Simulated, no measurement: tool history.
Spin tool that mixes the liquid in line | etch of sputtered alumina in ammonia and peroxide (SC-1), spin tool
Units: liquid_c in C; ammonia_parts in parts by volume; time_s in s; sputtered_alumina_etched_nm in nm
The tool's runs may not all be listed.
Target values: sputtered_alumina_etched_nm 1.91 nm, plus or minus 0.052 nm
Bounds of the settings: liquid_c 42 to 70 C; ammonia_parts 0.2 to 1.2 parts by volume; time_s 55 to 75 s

run 1 hour=0 | liquid_c=58 ammonia_parts=0.75 time_s=75 | sputtered_alumina_etched_nm=5.9012
run 2 hour=0.6 | liquid_c=54.5 ammonia_parts=0.75 time_s=75 | sputtered_alumina_etched_nm=4.8936
run 3 hour=2.9 | liquid_c=52 ammonia_parts=0.65 time_s=70 | sputtered_alumina_etched_nm=3.9518
run 4 hour=7 | liquid_c=50 ammonia_parts=0.55 time_s=70 | sputtered_alumina_etched_nm=3.4825
run 5 hour=11.6 | liquid_c=48.5 ammonia_parts=0.5 time_s=65 | sputtered_alumina_etched_nm=2.9617
run 6 hour=19.2 | liquid_c=48.5 ammonia_parts=0.25 time_s=65 | sputtered_alumina_etched_nm=2.7786
run 7 hour=27.1 | liquid_c=47 ammonia_parts=0.25 time_s=65 | sputtered_alumina_etched_nm=2.5366
run 8 hour=27.8 | liquid_c=46 ammonia_parts=0.25 time_s=65 | sputtered_alumina_etched_nm=2.4038
run 9 hour=32.1 | liquid_c=45 ammonia_parts=0.25 time_s=65 | sputtered_alumina_etched_nm=2.2488
run 10 hour=33.2 | liquid_c=45 ammonia_parts=0.25 time_s=65 | sputtered_alumina_etched_nm=2.2877
run 11 hour=38.2 | liquid_c=44.5 ammonia_parts=0.25 time_s=65 | sputtered_alumina_etched_nm=2.2187
run 12 hour=44.5 | liquid_c=44 ammonia_parts=0.25 time_s=65 | sputtered_alumina_etched_nm=2.1389
run 13 hour=52.4 | liquid_c=43.5 ammonia_parts=0.25 time_s=65 | sputtered_alumina_etched_nm=2.0828

Exactly one of the 5 candidate moves below puts every result within its allowed miss. Which one?
run A hour=60.3 | liquid_c=42 ammonia_parts=0.25 time_s=70 | sputtered_alumina_etched_nm=?
run B hour=60.3 | liquid_c=46.5 ammonia_parts=0.2 time_s=55 | sputtered_alumina_etched_nm=?
run C hour=60.3 | liquid_c=42 ammonia_parts=0.75 time_s=65 | sputtered_alumina_etched_nm=?
run D hour=60.3 | liquid_c=42 ammonia_parts=0.2 time_s=70 | sputtered_alumina_etched_nm=?
run E hour=60.3 | liquid_c=44.5 ammonia_parts=0.35 time_s=55 | sputtered_alumina_etched_nm=?

move=A sputtered_alumina_etched_nm=2.0566
move=B sputtered_alumina_etched_nm=2.0471
move=C sputtered_alumina_etched_nm=2.1211
move=D sputtered_alumina_etched_nm=2.013
move=E sputtered_alumina_etched_nm=1.9277
A: gains on the last run, yet a result remains outside its allowed miss
B: gains on the last run, yet a result remains outside its allowed miss
C: its largest miss is bigger than the last run's
D: gains on the last run, yet a result remains outside its allowed miss
E: each result inside its tolerance
Go with E: it meets all targets.

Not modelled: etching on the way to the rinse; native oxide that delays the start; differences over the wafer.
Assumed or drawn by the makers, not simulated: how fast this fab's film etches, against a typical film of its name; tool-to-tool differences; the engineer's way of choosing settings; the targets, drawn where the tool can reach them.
